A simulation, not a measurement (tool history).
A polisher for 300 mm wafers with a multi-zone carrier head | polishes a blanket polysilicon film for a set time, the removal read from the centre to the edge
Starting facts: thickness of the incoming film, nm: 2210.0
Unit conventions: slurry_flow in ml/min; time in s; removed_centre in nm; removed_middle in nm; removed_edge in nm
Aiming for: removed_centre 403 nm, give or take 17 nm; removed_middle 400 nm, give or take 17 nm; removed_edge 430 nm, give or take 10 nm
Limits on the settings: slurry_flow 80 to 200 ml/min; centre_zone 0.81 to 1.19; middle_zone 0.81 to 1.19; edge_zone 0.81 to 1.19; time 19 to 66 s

run  hour  slurry_flow  centre_zone  middle_zone  edge_zone  time  removed_centre  removed_middle  removed_edge
  1     0          130            1            1          1    42          371.19          378.92         372.4
  2   0.6          105            1            1          1    42           354.5          362.66        357.49
  3   3.6          105            1         1.04          1    42          354.19          374.76        360.98
  4  11.6          125            1         1.02       1.05    42          366.56          383.88        381.49
  5  14.1          125            1         1.02       1.05    48          419.12          445.55        427.59
  6  20.3          140            1         1.02       1.05    48          424.79          445.53        437.68
  7  29.1          135         0.99         0.99       1.06    48          426.49          435.22        435.87
  8    31          110         0.94         0.91       1.12    47          375.73          374.45        425.14

Next run, 4 choices. One meets every target within its allowed miss, the rest don't. Which?
  A  32.9          110         0.88         0.92       1.16    46               ?               ?             ?
  B  32.9          135         0.94         0.91       1.06    47               ?               ?             ?
  C  32.9          105         1.01         0.82       1.17    49               ?               ?             ?
  D  32.9           80         1.02         0.89       1.08    50               ?               ?             ?

move  removed_centre  removed_middle  removed_edge
   A          355.91          375.83        420.83
   B          397.67          395.77        426.35
   C          411.82          360.42        447.48
   D          394.29          369.89        423.69
A: further off than the last run
B: hits every target within its allowed miss
C: brings the last run's worst result on target, with another outside its allowed miss
D: brings the last run's worst result on target, with another outside its allowed miss
Go with B: it meets all targets.

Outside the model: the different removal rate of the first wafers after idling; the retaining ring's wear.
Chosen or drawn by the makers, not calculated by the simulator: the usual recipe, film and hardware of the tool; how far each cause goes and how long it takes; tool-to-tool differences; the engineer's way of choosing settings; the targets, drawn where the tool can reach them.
